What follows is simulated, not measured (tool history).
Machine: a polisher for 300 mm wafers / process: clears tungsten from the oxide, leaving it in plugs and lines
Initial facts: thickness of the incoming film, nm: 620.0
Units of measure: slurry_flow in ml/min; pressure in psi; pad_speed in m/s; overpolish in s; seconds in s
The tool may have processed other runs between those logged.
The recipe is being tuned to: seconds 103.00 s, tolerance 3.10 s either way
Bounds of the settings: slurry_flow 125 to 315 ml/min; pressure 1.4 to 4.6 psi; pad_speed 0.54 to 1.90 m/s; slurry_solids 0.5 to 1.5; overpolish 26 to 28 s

Run 1, hour 0.0: slurry_flow 205 ml/min, pressure 3.0 psi, pad_speed 1.22 m/s, slurry_solids 1.0, overpolish 26 s. Result: seconds 147.33 s.
Run 2, hour 2.4: slurry_flow 205 ml/min, pressure 3.0 psi, pad_speed 1.06 m/s, slurry_solids 1.0, overpolish 26 s. Result: seconds 167.71 s.
Run 3, hour 3.8: slurry_flow 205 ml/min, pressure 3.0 psi, pad_speed 1.26 m/s, slurry_solids 1.0, overpolish 26 s. Result: seconds 144.94 s.
Run 4, hour 10.5: slurry_flow 210 ml/min, pressure 3.2 psi, pad_speed 1.26 m/s, slurry_solids 1.0, overpolish 26 s. Result: seconds 134.69 s.
Run 5, hour 14.7: slurry_flow 210 ml/min, pressure 3.0 psi, pad_speed 1.26 m/s, slurry_solids 1.0, overpolish 26 s. Result: seconds 143.89 s.
Run 6, hour 17.1: slurry_flow 210 ml/min, pressure 3.5 psi, pad_speed 1.26 m/s, slurry_solids 1.0, overpolish 26 s. Result: seconds 121.03 s.
Run 7, hour 21.6: slurry_flow 210 ml/min, pressure 3.6 psi, pad_speed 1.26 m/s, slurry_solids 1.0, overpolish 26 s. Result: seconds 119.71 s.
Run 8, hour 29.2: slurry_flow 210 ml/min, pressure 3.7 psi, pad_speed 1.26 m/s, slurry_solids 1.0, overpolish 26 s. Result: seconds 116.81 s.
Run 9, hour 30.5: slurry_flow 215 ml/min, pressure 3.8 psi, pad_speed 1.26 m/s, slurry_solids 1.0, overpolish 26 s. Result: seconds 113.17 s.
Run 10, hour 39.3: slurry_flow 215 ml/min, pressure 3.9 psi, pad_speed 1.26 m/s, slurry_solids 1.0, overpolish 26 s. Result: seconds 110.98 s.

Which one of the following 5 next-run settings gets every result inside its allowed miss? There is exactly one.
Run A, hour 48.1: slurry_flow 190 ml/min, pressure 3.4 psi, pad_speed 1.52 m/s, slurry_solids 1.1, overpolish 28 s. Result: seconds ?.
Run B, hour 48.1: slurry_flow 205 ml/min, pressure 4.1 psi, pad_speed 1.26 m/s, slurry_solids 0.9, overpolish 28 s. Result: seconds ?.
Run C, hour 48.1: slurry_flow 200 ml/min, pressure 3.7 psi, pad_speed 1.12 m/s, slurry_solids 1.1, overpolish 28 s. Result: seconds ?.
Run D, hour 48.1: slurry_flow 200 ml/min, pressure 3.5 psi, pad_speed 1.22 m/s, slurry_solids 1.2, overpolish 26 s. Result: seconds ?.
Run E, hour 48.1: slurry_flow 215 ml/min, pressure 4.0 psi, pad_speed 1.20 m/s, slurry_solids 1.0, overpolish 28 s. Result: seconds ?.

move  seconds
   A   104.27
   B   110.09
   C   128.21
   D   121.21
   E   113.45
A: in spec on every target
B: nearer than the last run, and not there yet
C: the biggest miss grows against the last run
D: the biggest miss grows against the last run
E: the biggest miss grows against the last run
The right move is A.

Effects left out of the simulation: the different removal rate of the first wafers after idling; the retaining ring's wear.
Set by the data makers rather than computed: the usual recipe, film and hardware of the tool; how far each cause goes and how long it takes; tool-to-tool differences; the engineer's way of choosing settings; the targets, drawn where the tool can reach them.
